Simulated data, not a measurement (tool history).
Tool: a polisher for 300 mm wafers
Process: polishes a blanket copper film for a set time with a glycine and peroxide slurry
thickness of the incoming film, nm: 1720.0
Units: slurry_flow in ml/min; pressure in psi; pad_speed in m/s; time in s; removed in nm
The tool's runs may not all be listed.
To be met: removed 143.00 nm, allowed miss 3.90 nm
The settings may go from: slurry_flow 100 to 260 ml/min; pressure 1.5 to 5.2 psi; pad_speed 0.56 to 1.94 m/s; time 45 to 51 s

| run | hour | slurry_flow | pressure | pad_speed | time | removed |
|---|---|---|---|---|---|---|
| 1 | 0.0 | 165 | 3.3 | 1.24 | 51 | 311.42 |
| 2 | 0.7 | 160 | 2.8 | 1.14 | 51 | 256.48 |
| 3 | 8.4 | 160 | 2.8 | 1.14 | 45 | 227.93 |
| 4 | 16.6 | 190 | 2.8 | 1.14 | 45 | 231.87 |
| 5 | 24.4 | 190 | 2.5 | 1.10 | 45 | 206.67 |
| 6 | 26.2 | 190 | 2.2 | 1.06 | 45 | 178.89 |
| 7 | 28.9 | 190 | 2.0 | 1.06 | 45 | 165.31 |
| 8 | 35.3 | 190 | 1.9 | 1.06 | 45 | 161.36 |
| 9 | 38.3 | 190 | 1.8 | 1.06 | 45 | 154.93 |
| 10 | 43.9 | 190 | 1.7 | 1.06 | 45 | 147.94 |

5 next moves are on the table. One of them brings every result within its allowed miss. Which?
| A | 49.5 | 225 | 1.6 | 0.92 | 46 | ? |
| B | 49.5 | 230 | 2.4 | 0.76 | 46 | ? |
| C | 49.5 | 160 | 1.6 | 1.18 | 46 | ? |
| D | 49.5 | 200 | 1.6 | 0.84 | 51 | ? |
| E | 49.5 | 165 | 1.6 | 1.00 | 48 | ? |

| move | removed |
|---|---|
| A | 132.89 |
| B | 153.50 |
| C | 153.85 |
| D | 136.38 |
| E | 142.28 |
A: takes the result that was furthest off past its target
B: further off than the last run
C: further off than the last run
D: takes the result that was furthest off past its target
E: meets every target
Answer: E

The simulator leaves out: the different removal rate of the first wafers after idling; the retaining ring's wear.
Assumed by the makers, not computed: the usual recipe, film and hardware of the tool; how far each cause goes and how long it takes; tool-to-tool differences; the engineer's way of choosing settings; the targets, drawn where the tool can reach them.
